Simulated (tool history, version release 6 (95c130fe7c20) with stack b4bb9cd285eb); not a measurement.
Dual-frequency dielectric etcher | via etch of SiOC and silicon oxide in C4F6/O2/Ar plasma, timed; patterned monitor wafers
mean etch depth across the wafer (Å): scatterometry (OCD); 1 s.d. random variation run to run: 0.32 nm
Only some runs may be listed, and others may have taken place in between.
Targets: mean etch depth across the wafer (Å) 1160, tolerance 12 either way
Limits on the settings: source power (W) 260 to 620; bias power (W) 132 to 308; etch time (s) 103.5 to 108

| run | day | source power (W) | bias power (W) | etch time (s) | mean etch depth across the wafer (Å) |
|---|---|---|---|---|---|
| 1 | 0 | 440 | 220 | 103.5 | 1251.8 |
| 2 | 0.275 | 520 | 220 | 103.5 | 1328.5 |
| 3 | 0.379 | 480 | 218 | 103.5 | 1292.2 |
| 4 | 0.446 | 480 | 218 | 108 | 1342.3 |
|  | 0.529 | source power generator calibrated |
| 5 | 0.529 | 430 | 216 | 108 | 1271.9 |
| 6 | 0.567 | 430 | 191 | 108 | 1223.9 |
| 7 | 0.896 | 420 | 191 | 108 | 1209.9 |
| 8 | 0.967 | 410 | 191 | 108 | 1205 |
| 9 | 1.017 | 400 | 191 | 108 | 1189.6 |
| 10 | 1.096 | 390 | 191 | 108 | 1182.4 |
| 11 | 1.271 | 360 | 190 | 108 | 1139.4 |

Exactly one of the 4 candidate moves below puts every result within its allowed miss. Which one?
| A | 1.446 | 390 | 186 | 105.5 | ? |
| B | 1.446 | 370 | 198 | 107 | ? |
| C | 1.446 | 380 | 185 | 105 | ? |
| D | 1.446 | 360 | 194 | 107 | ? |

| move | mean etch depth across the wafer (Å) |
|---|---|
| A | 1142.8 |
| B | 1159.4 |
| C | 1124.8 |
| D | 1140.6 |
A: nearer the targets than the last run, but a result is still out of spec
B: every result within its allowed miss
C: lands further from the targets than the last run did
D: nearer the targets than the last run, but a result is still out of spec
The right move is B.
